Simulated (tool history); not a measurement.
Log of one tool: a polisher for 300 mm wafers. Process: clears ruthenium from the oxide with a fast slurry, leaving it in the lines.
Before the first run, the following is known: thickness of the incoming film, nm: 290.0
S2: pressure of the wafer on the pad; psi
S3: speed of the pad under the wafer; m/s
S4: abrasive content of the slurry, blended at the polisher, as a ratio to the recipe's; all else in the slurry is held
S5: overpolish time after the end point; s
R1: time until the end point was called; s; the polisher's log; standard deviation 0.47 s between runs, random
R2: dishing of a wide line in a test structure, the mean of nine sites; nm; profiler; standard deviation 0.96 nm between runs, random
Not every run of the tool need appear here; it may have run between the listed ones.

Run 1, day 0.000: flow of slurry (ml/min) 175, S2 2.2 psi, S3 1.18 m/s, S4 1.0, S5 12 s. Result: R1 71.776 s, R2 40.021 nm.
Run 2, day 0.308: flow of slurry (ml/min) 175, S2 2.2 psi, S3 1.18 m/s, S4 1.0, S5 14 s. Result: R1 71.096 s, R2 47.516 nm.
Run 3, day 0.396: flow of slurry (ml/min) 180, S2 2.6 psi, S3 1.18 m/s, S4 1.0, S5 13 s. Result: R1 60.251 s, R2 48.970 nm.
Run 4, day 0.454: flow of slurry (ml/min) 180, S2 2.6 psi, S3 1.18 m/s, S4 1.0, S5 15 s. Result: R1 60.386 s, R2 57.027 nm.
Run 5, day 0.779: flow of slurry (ml/min) 180, S2 2.6 psi, S3 1.18 m/s, S4 1.1, S5 15 s. Result: R1 56.192 s, R2 58.746 nm.
Run 6, day 0.954: flow of slurry (ml/min) 180, S2 2.6 psi, S3 1.18 m/s, S4 1.1, S5 12 s. Result: R1 56.986 s, R2 49.012 nm.

Predict the results of run 7:
Run 7, day 1.292: flow of slurry (ml/min) 205, S2 3.2 psi, S3 1.20 m/s, S4 1.1, S5 10 s. Result: R1 ?, R2 ?.

{"run 7": {"R1": 44.625, "R2": 52.138}}
